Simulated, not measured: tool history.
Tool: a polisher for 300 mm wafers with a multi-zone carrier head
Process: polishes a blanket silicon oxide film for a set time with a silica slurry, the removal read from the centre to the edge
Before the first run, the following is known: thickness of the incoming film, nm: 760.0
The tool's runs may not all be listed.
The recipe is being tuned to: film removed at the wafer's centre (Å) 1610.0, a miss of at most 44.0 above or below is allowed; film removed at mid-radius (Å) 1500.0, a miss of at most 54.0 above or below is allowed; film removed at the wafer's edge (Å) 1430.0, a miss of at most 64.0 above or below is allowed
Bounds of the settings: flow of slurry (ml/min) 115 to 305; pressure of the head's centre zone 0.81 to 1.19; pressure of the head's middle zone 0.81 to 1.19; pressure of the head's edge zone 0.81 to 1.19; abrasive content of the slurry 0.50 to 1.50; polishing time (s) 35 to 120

run,hour,flow of slurry (ml/min),pressure of the head's centre zone,pressure of the head's middle zone,pressure of the head's edge zone,abrasive content of the slurry,polishing time (s),film removed at the wafer's centre (Å),film removed at mid-radius (Å),film removed at the wafer's edge (Å)
1,0.0,195,1.00,1.00,1.00,1.00,77,2487.5,2493.3,2450.9
2,7.3,195,1.04,1.00,1.00,1.00,77,2577.1,2391.2,2446.6
3,11.6,195,1.04,0.99,0.97,0.90,74,2342.6,2261.5,2212.0
4,19.0,190,1.05,0.97,0.95,0.85,72,2245.6,2080.5,2086.0
5,27.8,190,1.05,0.97,0.95,1.00,72,2410.4,2223.9,2278.4
6,31.6,190,1.05,0.97,0.94,0.90,70,2223.9,2044.6,2101.4
7,35.7,190,1.06,0.98,0.93,0.85,68,2138.1,2004.6,1970.1
8,36.6,190,1.06,0.97,0.92,0.80,66,2024.3,1879.9,1863.7
9,45.0,190,1.06,0.97,0.91,0.75,65,1956.2,1777.7,1782.9
10,46.8,190,1.06,0.97,0.90,0.70,64,1860.7,1715.5,1657.9
11,49.2,185,1.05,0.96,0.89,0.65,64,1761.3,1619.9,1610.1
12,52.8,155,1.06,0.99,0.81,0.50,63,1532.8,1453.5,1346.7
13,55.8,160,1.06,0.99,0.82,0.50,63,1553.5,1448.2,1346.9

Which single option among these 4 for the next run brings every result within its allowed miss of target? Just one does.
A,58.8,150,1.17,1.04,0.81,0.50,61,?,?,?
B,58.8,115,0.94,1.03,0.87,0.65,65,?,?,?
C,58.8,155,1.07,1.00,0.86,0.55,63,?,?,?
D,58.8,215,1.10,1.19,0.83,0.50,55,?,?,?

move,film removed at the wafer's centre (Å),film removed at mid-radius (Å),film removed at the wafer's edge (Å)
A,1632.1,1441.7,1263.2
B,1438.7,1588.3,1475.6
C,1616.9,1511.5,1401.5
D,1489.7,1558.7,1205.0
A: moves away from the targets compared with the last run
B: corrects the largest miss of the last run, while another result sits out of spec
C: every result lands within tolerance
D: moves away from the targets compared with the last run
Correct choice: C, which meets every target

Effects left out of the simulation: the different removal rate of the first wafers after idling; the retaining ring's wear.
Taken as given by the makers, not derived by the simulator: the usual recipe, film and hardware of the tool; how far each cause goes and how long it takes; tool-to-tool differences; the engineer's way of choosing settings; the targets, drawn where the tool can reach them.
